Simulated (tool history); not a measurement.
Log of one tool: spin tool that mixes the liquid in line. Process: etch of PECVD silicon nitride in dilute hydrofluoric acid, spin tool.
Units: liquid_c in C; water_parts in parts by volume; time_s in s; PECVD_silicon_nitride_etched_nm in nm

run,hour,liquid_c,water_parts,time_s,PECVD_silicon_nitride_etched_nm
1,0,20,90,85,2.9026
2,5.6,18.5,90,85,2.6042
3,11.1,18.5,65,85,3.5937
4,12.7,18.5,65,85,3.5729
5,16.4,18.5,65,85,3.5827
6,24.8,18.5,65,65,2.7505
7,27,19,65,65,2.8283

The next listed run, before its measurement:
8,35.4,23,65,65,?

PECVD_silicon_nitride_etched_nm: 3.7257 nm
